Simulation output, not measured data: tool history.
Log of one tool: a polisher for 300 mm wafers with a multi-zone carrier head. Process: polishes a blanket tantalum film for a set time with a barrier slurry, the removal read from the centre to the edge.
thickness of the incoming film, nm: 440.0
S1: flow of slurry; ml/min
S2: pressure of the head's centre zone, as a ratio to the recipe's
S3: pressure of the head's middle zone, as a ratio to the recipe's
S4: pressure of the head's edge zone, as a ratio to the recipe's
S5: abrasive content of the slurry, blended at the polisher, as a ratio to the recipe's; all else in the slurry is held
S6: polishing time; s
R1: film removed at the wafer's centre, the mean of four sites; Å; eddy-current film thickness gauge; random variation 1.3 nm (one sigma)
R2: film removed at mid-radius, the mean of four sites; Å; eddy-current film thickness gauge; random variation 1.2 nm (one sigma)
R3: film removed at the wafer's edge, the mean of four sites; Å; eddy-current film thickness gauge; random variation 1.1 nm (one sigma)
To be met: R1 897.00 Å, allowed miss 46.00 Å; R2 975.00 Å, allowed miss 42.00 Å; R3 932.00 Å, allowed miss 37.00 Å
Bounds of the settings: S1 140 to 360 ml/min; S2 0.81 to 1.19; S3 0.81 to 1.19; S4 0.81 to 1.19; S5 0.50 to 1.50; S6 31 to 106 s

run,day,S1,S2,S3,S4,S5,S6,R1,R2,R3
1,0.000,230,1.00,1.00,1.00,1.00,68,1392.70,1359.50,1310.40
2,0.342,225,0.98,0.99,0.98,0.90,66,1287.10,1268.20,1215.70
3,0.554,220,0.95,0.98,0.97,0.80,65,1155.80,1176.00,1152.60
4,0.683,220,1.01,0.98,0.97,0.80,65,1208.20,1165.20,1155.00
5,0.750,220,0.99,0.98,0.95,0.75,64,1144.90,1127.80,1076.70
6,0.825,215,0.96,0.97,0.93,0.70,64,1083.10,1069.70,1015.20
7,0.900,210,0.93,0.96,0.93,0.70,64,1027.70,1068.90,1024.40
8,1.225,205,0.92,0.95,0.92,0.70,64,1045.10,1055.20,1011.90
9,1.371,205,0.90,0.95,0.92,0.65,64,986.48,998.32,970.87
10,1.621,200,0.89,0.95,0.92,0.65,64,925.31,984.22,953.53

Which of these 5 next moves meets every target?
A,1.871,235,0.92,0.96,0.84,0.70,61,?,?,?
B,1.871,145,0.90,1.06,0.81,0.85,58,?,?,?
C,1.871,190,0.94,0.99,0.81,0.75,57,?,?,?
D,1.871,265,0.89,0.96,0.95,0.60,62,?,?,?
E,1.871,235,1.05,0.92,0.81,0.75,56,?,?,?

move,R1,R2,R3
A,978.29,1020.50,927.79
B,901.48,1056.60,888.97
C,932.13,979.96,861.29
D,896.88,965.74,925.38
E,1061.30,934.79,867.70
A: further off than the last run
B: brings the result that was furthest off to its target, and leaves another outside
C: brings the result that was furthest off to its target, and leaves another outside
D: meets every target
E: further off than the last run
Answer: D

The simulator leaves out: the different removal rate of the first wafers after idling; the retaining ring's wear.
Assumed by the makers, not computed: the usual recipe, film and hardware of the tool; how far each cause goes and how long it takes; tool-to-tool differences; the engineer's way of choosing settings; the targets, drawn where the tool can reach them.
